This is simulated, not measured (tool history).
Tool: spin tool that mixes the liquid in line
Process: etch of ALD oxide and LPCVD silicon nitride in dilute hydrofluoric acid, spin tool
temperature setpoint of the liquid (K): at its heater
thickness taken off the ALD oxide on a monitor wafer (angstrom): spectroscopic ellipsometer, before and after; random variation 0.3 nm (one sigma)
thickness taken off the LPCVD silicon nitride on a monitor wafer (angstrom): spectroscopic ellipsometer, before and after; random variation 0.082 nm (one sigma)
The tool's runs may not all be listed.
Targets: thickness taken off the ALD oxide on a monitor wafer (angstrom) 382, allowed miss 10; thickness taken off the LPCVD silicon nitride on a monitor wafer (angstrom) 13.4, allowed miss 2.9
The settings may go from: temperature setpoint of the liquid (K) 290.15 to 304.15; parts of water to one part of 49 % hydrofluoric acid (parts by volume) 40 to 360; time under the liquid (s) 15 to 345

| run | day | temperature setpoint of the liquid (K) | parts of water to one part of 49 % hydrofluoric acid (parts by volume) | time under the liquid (s) | thickness taken off the ALD oxide on a monitor wafer (angstrom) | thickness taken off the LPCVD silicon nitride on a monitor wafer (angstrom) |
|---|---|---|---|---|---|---|
| 1 | 0 | 296.15 | 200 | 175 | 120.62 | 3.8154 |
| 2 | 0.038 | 297.65 | 170 | 175 | 156.14 | 5.3386 |
| 3 | 0.375 | 297.65 | 170 | 230 | 204.48 | 6.5921 |
| 4 | 0.604 | 298.65 | 155 | 230 | 237.18 | 7.7352 |
| 5 | 0.704 | 298.65 | 215 | 230 | 159.7 | 5.6684 |
| 6 | 0.908 | 298.65 | 215 | 290 | 198.53 | 7.818 |
| 7 | 1.279 | 299.65 | 200 | 290 | 228.61 | 7.4493 |
| 8 | 1.529 | 299.65 | 185 | 290 | 249.08 | 9.2863 |
| 9 | 1.75 | 299.65 | 185 | 290 | 251.33 | 8.6272 |
| 10 | 1.938 | 300.65 | 175 | 290 | 279.8 | 9.8697 |
| 11 | 2.067 | 301.15 | 170 | 290 | 292.61 | 11.154 |
| 12 | 2.192 | 301.15 | 160 | 290 | 316.02 | 11.35 |
| 13 | 2.4 | 301.65 | 155 | 290 | 338.32 | 12.582 |
| 14 | 2.65 | 301.65 | 150 | 290 | 347.08 | 11.252 |
| 15 | 2.933 | 301.65 | 150 | 290 | 347.42 | 11.145 |
| 16 | 2.988 | 301.65 | 150 | 290 | 348.96 | 13.143 |
| 17 | 3.079 | 302.15 | 145 | 290 | 365.51 | 14.378 |

5 next moves are on the table. One of them brings every result within its allowed miss. Which?
| A | 3.171 | 290.15 | 95 | 285 | ? | ? |
| B | 3.171 | 300.65 | 155 | 345 | ? | ? |
| C | 3.171 | 302.65 | 145 | 275 | ? | ? |
| D | 3.171 | 290.15 | 90 | 280 | ? | ? |
| E | 3.171 | 303.65 | 130 | 235 | ? | ? |

| move | thickness taken off the ALD oxide on a monitor wafer (angstrom) | thickness taken off the LPCVD silicon nitride on a monitor wafer (angstrom) |
|---|---|---|
| A | 364.57 | 9.3297 |
| B | 382.73 | 13.985 |
| C | 355.29 | 13.497 |
| D | 380.06 | 9.659 |
| E | 358.27 | 13.7 |
A: further off than the last run
B: meets every target
C: further off than the last run
D: brings the result that was furthest off to its target, and leaves another outside
E: further off than the last run
Answer: B
